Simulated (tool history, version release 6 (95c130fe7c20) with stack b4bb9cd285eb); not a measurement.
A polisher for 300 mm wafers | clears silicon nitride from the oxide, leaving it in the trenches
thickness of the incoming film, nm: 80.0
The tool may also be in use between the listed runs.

run	day	flow of slurry (ml/min)	pressure of the wafer on the pad (psi)	speed of the pad under the wafer (cm/s)	overpolish time after the end point (s)	time until the end point was called (s)
1	0.000	315	3.2	104	8	92.528
2	0.088	315	3.5	106	8	81.602
3	0.279	315	3.7	106	8	76.169
4	0.475	315	3.9	106	8	73.382
5	0.671	315	4.1	108	8	69.188
6	1.033	315	4.8	108	8	57.438
7	1.271	315	4.8	110	8	58.495
8	1.575	315	4.8	112	8	56.621
9	1.946	315	4.8	114	8	56.592
10	2.279	315	4.8	114	8	55.496
11	2.517	315	4.8	116	8	54.404
12	2.842	315	4.8	118	8	54.061
13	3.100	315	4.8	120	8	53.328

The next listed run, before its measurement:
14	3.408	315	4.8	122	8	?

Run 14 gave time until the end point was called (s) 52.860.
